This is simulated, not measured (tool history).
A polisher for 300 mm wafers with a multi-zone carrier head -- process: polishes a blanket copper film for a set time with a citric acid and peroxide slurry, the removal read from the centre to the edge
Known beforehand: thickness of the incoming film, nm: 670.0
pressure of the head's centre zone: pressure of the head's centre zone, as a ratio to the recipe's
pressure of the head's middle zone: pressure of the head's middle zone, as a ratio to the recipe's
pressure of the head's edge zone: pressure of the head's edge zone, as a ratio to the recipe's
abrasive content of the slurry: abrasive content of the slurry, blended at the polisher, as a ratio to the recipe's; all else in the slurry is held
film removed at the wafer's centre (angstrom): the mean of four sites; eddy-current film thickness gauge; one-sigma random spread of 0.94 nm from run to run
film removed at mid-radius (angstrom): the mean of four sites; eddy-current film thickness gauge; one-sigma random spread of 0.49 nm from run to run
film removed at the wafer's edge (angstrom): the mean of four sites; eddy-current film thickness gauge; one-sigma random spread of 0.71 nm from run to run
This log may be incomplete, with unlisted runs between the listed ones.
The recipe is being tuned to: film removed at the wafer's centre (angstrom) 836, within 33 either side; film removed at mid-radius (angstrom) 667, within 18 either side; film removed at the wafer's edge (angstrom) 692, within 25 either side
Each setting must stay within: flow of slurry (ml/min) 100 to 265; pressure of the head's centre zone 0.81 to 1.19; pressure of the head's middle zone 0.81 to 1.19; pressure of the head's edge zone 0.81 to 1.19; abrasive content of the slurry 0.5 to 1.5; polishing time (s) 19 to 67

| run | hour | flow of slurry (ml/min) | pressure of the head's centre zone | pressure of the head's middle zone | pressure of the head's edge zone | abrasive content of the slurry | polishing time (s) | film removed at the wafer's centre (angstrom) | film removed at mid-radius (angstrom) | film removed at the wafer's edge (angstrom) |
|---|---|---|---|---|---|---|---|---|---|---|
| 1 | 0 | 170 | 1 | 1 | 1 | 1 | 43 | 624.88 | 673.28 | 679.45 |
| 2 | 1.9 | 170 | 1 | 1 | 1 | 1 | 51 | 726.88 | 797.32 | 803.23 |
| 3 | 5.2 | 170 | 1 | 0.95 | 1 | 1 | 51 | 760.61 | 768.57 | 814.64 |
| 4 | 12.8 | 170 | 1 | 1.02 | 1 | 1 | 51 | 721.97 | 808.78 | 802.17 |
|  | 17.9 | centre zone pressure recalibrated |
| 5 | 17.9 | 170 | 1 | 1.02 | 1 | 1 | 44 | 675.57 | 698.23 | 689.75 |
| 6 | 22.7 | 180 | 1.05 | 1 | 0.99 | 1 | 44 | 746.7 | 690.62 | 700.16 |
| 7 | 31 | 185 | 1.06 | 0.99 | 0.98 | 1 | 44 | 754.36 | 681.78 | 681.02 |
| 8 | 33 | 185 | 1.06 | 0.99 | 0.98 | 1 | 44 | 756.2 | 679.39 | 680.43 |
| 9 | 36.6 | 190 | 1.07 | 0.98 | 0.98 | 1 | 44 | 753.81 | 686.88 | 707.62 |
| 10 | 40 | 190 | 1.09 | 0.98 | 0.97 | 1 | 44 | 769.55 | 685.51 | 703.92 |
| 11 | 40.6 | 195 | 1.1 | 0.97 | 0.96 | 1 | 44 | 780.83 | 680.14 | 699.73 |
| 12 | 44.1 | 200 | 1.11 | 0.97 | 0.95 | 1 | 44 | 802.97 | 685.02 | 683.01 |

5 next moves are on the table. One of them brings every result within its allowed miss. Which?
| A | 47.6 | 220 | 1.02 | 0.95 | 0.94 | 1 | 46 | ? | ? | ? |
| B | 47.6 | 195 | 1.17 | 0.96 | 0.98 | 0.8 | 46 | ? | ? | ? |
| C | 47.6 | 260 | 1.11 | 0.99 | 0.83 | 0.9 | 45 | ? | ? | ? |
| D | 47.6 | 265 | 1.04 | 1.02 | 0.84 | 1.05 | 43 | ? | ? | ? |
| E | 47.6 | 190 | 1.08 | 0.99 | 0.93 | 1.15 | 43 | ? | ? | ? |

| move | film removed at the wafer's centre (angstrom) | film removed at mid-radius (angstrom) | film removed at the wafer's edge (angstrom) |
|---|---|---|---|
| A | 774.8 | 719.75 | 733.99 |
| B | 824.11 | 673.36 | 696.82 |
| C | 822.81 | 724.64 | 673.95 |
| D | 767.63 | 740.25 | 673.74 |
| E | 775.79 | 705.64 | 695.59 |
A: its largest miss is bigger than the last run's
B: in spec on every target
C: its largest miss is bigger than the last run's
D: its largest miss is bigger than the last run's
E: its largest miss is bigger than the last run's
So the answer is move B, the one that meets all the targets.

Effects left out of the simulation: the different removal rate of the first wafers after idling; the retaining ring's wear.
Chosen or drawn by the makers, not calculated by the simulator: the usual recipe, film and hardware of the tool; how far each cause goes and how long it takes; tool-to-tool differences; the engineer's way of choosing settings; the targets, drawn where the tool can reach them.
